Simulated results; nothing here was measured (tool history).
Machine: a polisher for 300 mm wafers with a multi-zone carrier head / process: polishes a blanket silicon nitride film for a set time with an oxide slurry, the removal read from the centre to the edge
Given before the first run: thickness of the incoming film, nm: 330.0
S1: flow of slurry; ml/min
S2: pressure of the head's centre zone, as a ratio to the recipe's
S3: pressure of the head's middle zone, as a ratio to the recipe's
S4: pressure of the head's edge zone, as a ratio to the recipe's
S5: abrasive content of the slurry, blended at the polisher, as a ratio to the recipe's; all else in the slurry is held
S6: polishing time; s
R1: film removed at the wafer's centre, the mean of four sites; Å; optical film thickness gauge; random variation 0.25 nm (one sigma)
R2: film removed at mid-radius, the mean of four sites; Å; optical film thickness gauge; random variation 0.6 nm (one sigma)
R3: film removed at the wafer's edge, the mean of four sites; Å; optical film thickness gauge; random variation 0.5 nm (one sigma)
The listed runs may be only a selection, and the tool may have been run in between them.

run  hour   S1    S2    S3    S4   S5  S6      R1      R2      R3
  1   0.0  250  1.00  1.00  1.00  1.0  89  490.34  485.61  481.11
  2   8.0  250  1.00  1.00  1.00  1.0  68  370.93  370.39  355.94
  3  16.4  275  1.00  1.00  1.00  1.0  68  375.61  376.50  363.45
  4  23.0  275  1.08  1.00  1.00  1.0  68  406.39  373.69  368.33
  5  31.6  275  1.05  1.00  1.00  1.0  68  397.58  366.22  366.46
  6  40.3  275  1.05  1.00  1.00  1.0  86  497.35  463.35  463.63
  7  41.3  265  1.01  1.03  0.98  1.0  86  478.94  474.19  460.19

Expected results for the next run?
  8  43.1  255  0.98  1.07  0.95  1.0  86   ?   ?   ?

Logged for run 8: R1 460.28 Å, R2 501.11 Å, R3 447.02 Å.
